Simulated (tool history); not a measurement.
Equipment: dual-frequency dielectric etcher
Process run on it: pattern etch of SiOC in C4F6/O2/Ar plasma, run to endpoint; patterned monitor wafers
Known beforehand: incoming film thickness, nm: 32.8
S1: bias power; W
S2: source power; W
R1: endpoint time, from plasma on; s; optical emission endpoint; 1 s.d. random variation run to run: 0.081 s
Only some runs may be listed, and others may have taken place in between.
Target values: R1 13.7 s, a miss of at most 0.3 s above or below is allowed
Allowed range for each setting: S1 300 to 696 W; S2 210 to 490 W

run,day,S1,S2,R1
1,0,498,350,12.642
2,0.162,498,380,12.067
3,0.438,435,380,12.536
4,0.496,409,370,13.239
5,0.546,409,390,12.81
6,0.825,409,430,12.117
7,1.046,383,420,12.635
8,1.325,300,410,14.159
9,1.471,307,410,13.92

Consider the 4 candidate settings below. Which is the only one whose results all fall within their allowed miss of target?
A,1.617,300,390,?
B,1.617,381,370,?
C,1.617,320,370,?
D,1.617,300,400,?

move,R1
A,14.508
B,13.586
C,14.568
D,14.305
A: moves away from the targets compared with the last run
B: every result lands within tolerance
C: moves away from the targets compared with the last run
D: moves away from the targets compared with the last run
B meets every target.
